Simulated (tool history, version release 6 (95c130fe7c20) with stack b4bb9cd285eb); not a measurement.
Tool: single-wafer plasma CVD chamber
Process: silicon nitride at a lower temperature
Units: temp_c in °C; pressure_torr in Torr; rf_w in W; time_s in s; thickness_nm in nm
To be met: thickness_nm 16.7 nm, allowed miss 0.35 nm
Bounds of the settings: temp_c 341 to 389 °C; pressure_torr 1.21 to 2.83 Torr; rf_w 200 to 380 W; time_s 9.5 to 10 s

{"run": 1, "hour": 0.0, "temp_c": 365, "pressure_torr": 2.02, "rf_w": 290, "time_s": 10, "thickness_nm": 12.956}
{"run": 2, "hour": 8.5, "temp_c": 365, "pressure_torr": 2.02, "rf_w": 290, "time_s": 10, "thickness_nm": 12.932}
{"run": 3, "hour": 10.0, "temp_c": 365, "pressure_torr": 2.13, "rf_w": 305, "time_s": 10, "thickness_nm": 13.787}
{"run": 4, "hour": 17.0, "temp_c": 365, "pressure_torr": 2.13, "rf_w": 345, "time_s": 10, "thickness_nm": 15.375}
{"run": 5, "hour": 24.8, "temp_c": 365, "pressure_torr": 2.13, "rf_w": 345, "time_s": 10, "thickness_nm": 15.457}
{"run": 6, "hour": 26.0, "temp_c": 365, "pressure_torr": 2.13, "rf_w": 345, "time_s": 10, "thickness_nm": 15.399}
{"run": 7, "hour": 28.1, "temp_c": 365, "pressure_torr": 2.2, "rf_w": 345, "time_s": 10, "thickness_nm": 15.6}
{"run": 8, "hour": 32.3, "temp_c": 365, "pressure_torr": 2.25, "rf_w": 345, "time_s": 10, "thickness_nm": 15.56}
{"run": 9, "hour": 39.8, "temp_c": 365, "pressure_torr": 2.25, "rf_w": 345, "time_s": 10, "thickness_nm": 15.368}

4 next moves are on the table. One of them brings every result within its allowed miss. Which?
{"run": "A", "hour": 47.3, "temp_c": 370, "pressure_torr": 2.48, "rf_w": 355, "time_s": 9.9, "thickness_nm": "?"}
{"run": "B", "hour": 47.3, "temp_c": 372, "pressure_torr": 2.42, "rf_w": 325, "time_s": 10, "thickness_nm": "?"}
{"run": "C", "hour": 47.3, "temp_c": 365, "pressure_torr": 2.22, "rf_w": 375, "time_s": 10, "thickness_nm": "?"}
{"run": "D", "hour": 47.3, "temp_c": 363, "pressure_torr": 2.36, "rf_w": 335, "time_s": 9.5, "thickness_nm": "?"}

move=A thickness_nm=15.94
move=B thickness_nm=14.869
move=C thickness_nm=16.411
move=D thickness_nm=14.461
A: nearer than the last run, and not there yet
B: further off than the last run
C: meets every target
D: further off than the last run
Answer: C
